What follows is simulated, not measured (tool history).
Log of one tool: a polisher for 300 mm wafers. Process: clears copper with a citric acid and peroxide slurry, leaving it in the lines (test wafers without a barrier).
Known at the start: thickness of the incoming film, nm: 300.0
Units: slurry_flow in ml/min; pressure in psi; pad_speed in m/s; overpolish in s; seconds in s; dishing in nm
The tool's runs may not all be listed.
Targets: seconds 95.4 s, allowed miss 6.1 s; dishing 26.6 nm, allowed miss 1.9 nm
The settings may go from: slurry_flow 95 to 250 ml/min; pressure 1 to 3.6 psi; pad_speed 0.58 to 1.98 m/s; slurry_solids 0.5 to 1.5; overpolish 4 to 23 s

run    day  slurry_flow  pressure  pad_speed  slurry_solids  overpolish  seconds  dishing
  1      0          160       2.3       1.28              1          12   140.49   17.272
  2   0.25          160       2.3       1.28            0.8          12   141.49   16.684
  3    0.3          160       2.5       1.28            0.8          12   130.74    18.25
  4  0.396          160       2.5       1.28           0.65          12   136.55   17.304
  5  0.458          190       2.5       1.28           0.65          12   129.75    17.78
  6  0.504          190       2.5        1.1           0.65          12   151.83   15.074
  7  0.725          190       2.7       1.12           0.65          12   135.14   16.716
  8  0.783          190       2.8       1.12           0.65          12   133.56   16.944
  9  0.879          190       2.9       1.14           0.65          12   127.17   17.941

5 next moves are on the table. One of them brings every result within its allowed miss. Which?
  A  0.975          215       2.6       0.82            0.8          22        ?        ?
  B  0.975          210       2.9       0.84            0.8           9        ?        ?
  C  0.975          205       3.6        1.5            0.7          12        ?        ?
  D  0.975          200       2.7        0.8           0.65          10        ?        ?
  E  0.975          225       3.6       1.18           0.75          14        ?        ?

move  seconds  dishing
   A   178.25   22.539
   B   159.27    11.28
   C   81.654   26.205
   D   183.52     10.9
   E   98.585   25.492
A: further off than the last run
B: further off than the last run
C: takes the result that was furthest off past its target
D: further off than the last run
E: meets every target
The right move is E.
